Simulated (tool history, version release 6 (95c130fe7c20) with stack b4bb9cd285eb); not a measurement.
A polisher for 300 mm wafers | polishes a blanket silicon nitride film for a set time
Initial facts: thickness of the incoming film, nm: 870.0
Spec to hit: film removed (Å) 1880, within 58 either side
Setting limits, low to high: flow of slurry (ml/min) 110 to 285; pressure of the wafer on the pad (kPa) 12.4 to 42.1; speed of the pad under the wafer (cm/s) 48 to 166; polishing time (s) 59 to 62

| run | day | flow of slurry (ml/min) | pressure of the wafer on the pad (kPa) | speed of the pad under the wafer (cm/s) | polishing time (s) | film removed (Å) |
|---|---|---|---|---|---|---|
| 1 | 0 | 180 | 26.9 | 106 | 59 | 1351.5 |
| 2 | 0.329 | 180 | 26.9 | 82 | 59 | 1137.1 |
| 3 | 0.467 | 180 | 26.9 | 94 | 59 | 1251.4 |
| 4 | 0.633 | 180 | 26.9 | 94 | 62 | 1300.7 |
| 5 | 0.958 | 180 | 21.4 | 94 | 62 | 1153 |
| 6 | 1.188 | 180 | 21.4 | 94 | 62 | 1150.2 |
| 7 | 1.454 | 185 | 26.2 | 96 | 62 | 1329.4 |
| 8 | 1.55 | 195 | 29 | 96 | 62 | 1403.1 |
| 9 | 1.625 | 195 | 31.7 | 96 | 62 | 1503.6 |
| 10 | 1.988 | 195 | 33.8 | 96 | 62 | 1572.8 |

Which one of the following 5 next-run settings gets every result inside its allowed miss? There is exactly one.
| A | 2.35 | 185 | 35.9 | 118 | 62 | ? |
| B | 2.35 | 125 | 39.3 | 78 | 59 | ? |
| C | 2.35 | 175 | 33.8 | 114 | 62 | ? |
| D | 2.35 | 115 | 21.4 | 148 | 62 | ? |
| E | 2.35 | 185 | 36.5 | 114 | 60 | ? |

| move | film removed (Å) |
|---|---|
| A | 1839.6 |
| B | 1301.1 |
| C | 1709.9 |
| D | 1421.3 |
| E | 1760.4 |
A: each result inside its tolerance
B: its largest miss is bigger than the last run's
C: closer than the last run, but not yet in spec
D: its largest miss is bigger than the last run's
E: closer than the last run, but not yet in spec
Go with A: it meets all targets.

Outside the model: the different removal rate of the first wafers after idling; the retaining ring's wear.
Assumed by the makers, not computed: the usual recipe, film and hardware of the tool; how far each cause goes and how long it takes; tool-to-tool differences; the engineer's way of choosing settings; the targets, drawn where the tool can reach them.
